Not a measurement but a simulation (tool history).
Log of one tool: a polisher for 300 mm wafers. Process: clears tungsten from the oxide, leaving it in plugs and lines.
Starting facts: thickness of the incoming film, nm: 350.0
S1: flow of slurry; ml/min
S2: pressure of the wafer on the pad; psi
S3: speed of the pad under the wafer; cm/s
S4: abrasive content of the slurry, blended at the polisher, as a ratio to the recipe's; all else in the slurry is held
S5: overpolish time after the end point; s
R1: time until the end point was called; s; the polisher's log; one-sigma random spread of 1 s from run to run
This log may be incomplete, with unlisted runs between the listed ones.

{"run": 1, "hour": 0.0, "S1": 155, "S2": 2.8, "S3": 102, "S4": 1, "S5": 42, "R1": 84.517}
{"run": 2, "hour": 6.2, "S1": 155, "S2": 2.8, "S3": 102, "S4": 1, "S5": 42, "R1": 84.807}
{"run": 3, "hour": 14.6, "S1": 150, "S2": 2.6, "S3": 102, "S4": 1, "S5": 42, "R1": 90.28}
{"run": 4, "hour": 17.7, "S1": 150, "S2": 2.6, "S3": 102, "S4": 1, "S5": 45, "R1": 89.126}
{"run": 5, "hour": 24.5, "S1": 150, "S2": 2.6, "S3": 102, "S4": 0.85, "S5": 45, "R1": 93.363}
{"run": 6, "hour": 29.4, "S1": 150, "S2": 2.6, "S3": 102, "S4": 1, "S5": 45, "R1": 90.08}
{"run": 7, "hour": 34.2, "S1": 150, "S2": 2.4, "S3": 102, "S4": 1, "S5": 45, "R1": 95.89}

Run 8 has not been measured yet. What should we expect?
{"run": 8, "hour": 40.7, "S1": 125, "S2": 1.6, "S3": 102, "S4": 1, "S5": 45, "R1": "?"}

Run 8 yielded R1 133 s.
